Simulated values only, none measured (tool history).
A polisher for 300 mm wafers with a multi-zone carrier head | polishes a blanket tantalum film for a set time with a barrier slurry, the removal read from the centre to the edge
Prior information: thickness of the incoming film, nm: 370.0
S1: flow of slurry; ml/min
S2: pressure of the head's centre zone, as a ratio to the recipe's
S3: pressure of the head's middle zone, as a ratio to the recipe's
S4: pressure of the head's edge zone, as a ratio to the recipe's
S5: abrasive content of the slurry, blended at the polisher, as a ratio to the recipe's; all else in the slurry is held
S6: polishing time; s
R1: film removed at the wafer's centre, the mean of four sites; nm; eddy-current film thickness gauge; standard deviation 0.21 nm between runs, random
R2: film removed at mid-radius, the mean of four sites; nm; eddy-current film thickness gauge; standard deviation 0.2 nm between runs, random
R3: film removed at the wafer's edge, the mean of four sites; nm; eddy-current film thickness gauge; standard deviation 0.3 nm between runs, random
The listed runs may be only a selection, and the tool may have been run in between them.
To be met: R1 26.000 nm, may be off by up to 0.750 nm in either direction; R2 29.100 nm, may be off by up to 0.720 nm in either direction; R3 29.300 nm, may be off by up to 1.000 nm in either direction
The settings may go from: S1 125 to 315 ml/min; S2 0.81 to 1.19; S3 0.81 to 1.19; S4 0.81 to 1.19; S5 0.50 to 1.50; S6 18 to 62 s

Run 1, hour 0.0: S1 205 ml/min, S2 1.00, S3 1.00, S4 1.00, S5 1.00, S6 40 s. Result: R1 58.249 nm, R2 60.216 nm, R3 62.083 nm.
Run 2, hour 6.8: S1 205 ml/min, S2 1.00, S3 0.96, S4 1.00, S5 1.00, S6 40 s. Result: R1 58.246 nm, R2 57.812 nm, R3 62.222 nm.
Run 3, hour 9.4: S1 200 ml/min, S2 0.97, S3 0.96, S4 0.96, S5 0.85, S6 34 s. Result: R1 45.951 nm, R2 47.245 nm, R3 49.823 nm.
Run 4, hour 12.2: S1 200 ml/min, S2 0.97, S3 0.96, S4 0.96, S5 0.85, S6 25 s. Result: R1 33.713 nm, R2 34.644 nm, R3 37.496 nm.
Run 5, hour 20.8: S1 175 ml/min, S2 0.97, S3 0.96, S4 0.96, S5 0.85, S6 25 s. Result: R1 33.063 nm, R2 34.131 nm, R3 36.270 nm.
Run 6, hour 27.3: S1 160 ml/min, S2 0.95, S3 0.95, S4 0.93, S5 0.75, S6 25 s. Result: R1 31.015 nm, R2 32.452 nm, R3 33.692 nm.
Run 7, hour 28.7: S1 150 ml/min, S2 0.92, S3 0.93, S4 0.91, S5 0.70, S6 25 s. Result: R1 29.371 nm, R2 30.790 nm, R3 33.024 nm.
Run 8, hour 32.6: S1 145 ml/min, S2 0.91, S3 0.94, S4 0.89, S5 0.65, S6 25 s. Result: R1 28.077 nm, R2 30.168 nm, R3 32.219 nm.
Run 9, hour 39.7: S1 145 ml/min, S2 0.91, S3 0.94, S4 0.89, S5 0.65, S6 25 s. Result: R1 28.227 nm, R2 30.324 nm, R3 31.772 nm.
Run 10, hour 47.9: S1 140 ml/min, S2 0.87, S3 0.95, S4 0.81, S5 0.50, S6 25 s. Result: R1 24.770 nm, R2 28.387 nm, R3 28.222 nm.

Of the 5 settings listed for the next run, only one would bring every result within its allowed miss of target. Which one?
Run A, hour 56.1: S1 175 ml/min, S2 0.91, S3 0.98, S4 0.89, S5 0.55, S6 23 s. Result: R1 ?, R2 ?, R3 ?.
Run B, hour 56.1: S1 125 ml/min, S2 0.90, S3 0.95, S4 0.85, S5 0.55, S6 27 s. Result: R1 ?, R2 ?, R3 ?.
Run C, hour 56.1: S1 145 ml/min, S2 1.00, S3 0.94, S4 0.81, S5 0.50, S6 24 s. Result: R1 ?, R2 ?, R3 ?.
Run D, hour 56.1: S1 145 ml/min, S2 0.93, S3 1.01, S4 0.81, S5 0.50, S6 24 s. Result: R1 ?, R2 ?, R3 ?.
Run E, hour 56.1: S1 205 ml/min, S2 0.91, S3 0.99, S4 0.81, S5 0.50, S6 23 s. Result: R1 ?, R2 ?, R3 ?.

move      R1      R2      R3
   A  25.893  28.556  29.293
   B  27.527  30.235  31.894
   C  27.776  27.035  27.866
   D  25.829  28.728  27.840
   E  26.083  28.918  27.995
A: each result inside its tolerance
B: carries the result that was furthest off beyond its target, to the other side
C: carries the result that was furthest off beyond its target, to the other side
D: brings the result that was furthest off to its target, and leaves another outside
E: brings the result that was furthest off to its target, and leaves another outside
A is the move that brings every result within its allowed miss.
